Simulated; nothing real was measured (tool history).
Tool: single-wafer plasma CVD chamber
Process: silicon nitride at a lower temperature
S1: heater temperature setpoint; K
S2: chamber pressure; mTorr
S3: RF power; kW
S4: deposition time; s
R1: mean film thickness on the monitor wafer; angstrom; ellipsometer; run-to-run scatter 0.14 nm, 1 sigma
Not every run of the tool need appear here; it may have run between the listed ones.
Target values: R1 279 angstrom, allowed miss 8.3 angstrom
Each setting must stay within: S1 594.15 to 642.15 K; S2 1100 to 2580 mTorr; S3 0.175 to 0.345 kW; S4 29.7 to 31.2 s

| run | hour | S1 | S2 | S3 | S4 | R1 |
|---|---|---|---|---|---|---|
| 1 | 0 | 618.15 | 1840 | 0.26 | 31.2 | 342.43 |
| 2 | 3.1 | 618.15 | 1950 | 0.26 | 31.2 | 341.92 |
| 3 | 5 | 618.15 | 1950 | 0.28 | 31.2 | 367.37 |
| 4 | 12.8 | 618.15 | 1910 | 0.265 | 30.9 | 346.12 |
| 5 | 13.8 | 618.15 | 1880 | 0.25 | 30.7 | 322.38 |
| 6 | 16.8 | 628.15 | 1880 | 0.25 | 30.7 | 322.77 |
| 7 | 24.8 | 628.15 | 1830 | 0.24 | 30.6 | 307.61 |
| 8 | 33.8 | 628.15 | 1780 | 0.235 | 30.6 | 299.09 |
| 9 | 35.8 | 628.15 | 1730 | 0.235 | 30.6 | 300.03 |
| 10 | 41 | 628.15 | 1700 | 0.23 | 30.6 | 291.25 |
| 11 | 43.4 | 628.15 | 1670 | 0.23 | 30.6 | 289.75 |

4 next moves are on the table. One of them brings every result within its allowed miss. Which?
| A | 45.8 | 620.15 | 1580 | 0.235 | 29.7 | ? |
| B | 45.8 | 626.15 | 1710 | 0.245 | 31.2 | ? |
| C | 45.8 | 634.15 | 1700 | 0.24 | 31.2 | ? |
| D | 45.8 | 630.15 | 1320 | 0.255 | 30.4 | ? |

| move | R1 |
|---|---|
| A | 281.12 |
| B | 312.53 |
| C | 305.32 |
| D | 296.06 |
A: all results land within tolerance of their targets
B: lands further from the targets than the last run did
C: lands further from the targets than the last run did
D: lands further from the targets than the last run did
So the answer is move A, the one that meets all the targets.
